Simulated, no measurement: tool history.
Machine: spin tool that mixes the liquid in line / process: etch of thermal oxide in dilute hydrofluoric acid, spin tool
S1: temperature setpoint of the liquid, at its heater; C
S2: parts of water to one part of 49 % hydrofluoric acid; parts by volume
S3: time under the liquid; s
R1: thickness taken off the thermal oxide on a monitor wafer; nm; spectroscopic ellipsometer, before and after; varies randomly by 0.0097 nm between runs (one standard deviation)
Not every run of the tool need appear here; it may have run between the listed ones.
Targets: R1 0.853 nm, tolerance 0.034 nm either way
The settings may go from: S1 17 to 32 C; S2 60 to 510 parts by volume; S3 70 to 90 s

run	hour	S1	S2	S3	R1
1	0	24	285	90	1.4959
2	1	22	285	90	1.3961
3	9.5	22	360	90	1.0124
4	15.3	24	360	90	1.0954
5	16.4	21.5	360	90	0.99983
6	25.4	18.5	360	90	0.90889
7	29.8	18	360	90	0.89013
8	38.9	18	360	90	0.90705

Which one of the following 5 next-run settings gets every result inside its allowed miss? There is exactly one.
A	48	19	355	90	?
B	48	22.5	385	80	?
C	48	19	330	85	?
D	48	17.5	340	90	?
E	48	20	375	90	?

move	R1
A	0.93699
B	0.84159
C	0.97328
D	0.9399
E	0.90217
A: its largest miss is bigger than the last run's
B: each result inside its tolerance
C: its largest miss is bigger than the last run's
D: its largest miss is bigger than the last run's
E: gains on the last run, yet a result remains outside its allowed miss
Answer: B
